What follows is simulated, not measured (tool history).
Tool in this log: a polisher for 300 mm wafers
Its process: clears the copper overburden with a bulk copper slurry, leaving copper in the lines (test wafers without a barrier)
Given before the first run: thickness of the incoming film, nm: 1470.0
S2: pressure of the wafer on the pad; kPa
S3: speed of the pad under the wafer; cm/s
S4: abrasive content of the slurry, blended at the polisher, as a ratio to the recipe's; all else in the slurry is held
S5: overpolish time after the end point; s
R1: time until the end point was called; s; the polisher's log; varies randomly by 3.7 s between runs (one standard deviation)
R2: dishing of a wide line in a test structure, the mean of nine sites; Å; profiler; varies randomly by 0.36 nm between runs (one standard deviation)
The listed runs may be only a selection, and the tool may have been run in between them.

run 1 hour=0 | flow_of_slurry_(ml/min)=260 S2=19.3 S3=116 S4=1 S5=9 | R1=147.59 R2=460.48
run 2 hour=7.8 | flow_of_slurry_(ml/min)=260 S2=17.9 S3=116 S4=1 S5=8 | R1=166.33 R2=404.77
run 3 hour=14.8 | flow_of_slurry_(ml/min)=260 S2=17.2 S3=116 S4=1 S5=7 | R1=168.12 R2=350.08
run 4 hour=21.2 | flow_of_slurry_(ml/min)=260 S2=17.2 S3=116 S4=1 S5=11 | R1=167.48 R2=458.3
run 5 hour=23.7 | flow_of_slurry_(ml/min)=260 S2=17.2 S3=116 S4=0.8 S5=11 | R1=173.22 R2=450.14
run 6 hour=31.4 | flow_of_slurry_(ml/min)=230 S2=17.2 S3=116 S4=0.8 S5=11 | R1=179.74 R2=461.99
run 7 hour=39.3 | flow_of_slurry_(ml/min)=255 S2=15.9 S3=118 S4=0.8 S5=10 | R1=181.1 R2=420.77
run 8 hour=40.9 | flow_of_slurry_(ml/min)=270 S2=15.2 S3=118 S4=0.8 S5=9 | R1=189.69 R2=382.87
-- hour=46.4 worn pad replaced by a new one
run 9 hour=46.4 | flow_of_slurry_(ml/min)=280 S2=14.5 S3=118 S4=0.8 S5=8 | R1=179.42 R2=368.67
run 10 hour=53.8 | flow_of_slurry_(ml/min)=270 S2=13.8 S3=118 S4=0.8 S5=7 | R1=191.85 R2=323.35

Run 11 is up next; what results do you expect?
run 11 hour=54.7 | flow_of_slurry_(ml/min)=265 S2=13.8 S3=118 S4=0.8 S5=7 | R1=? R2=?

R1: 191.65 s
R2: 324.73 Å
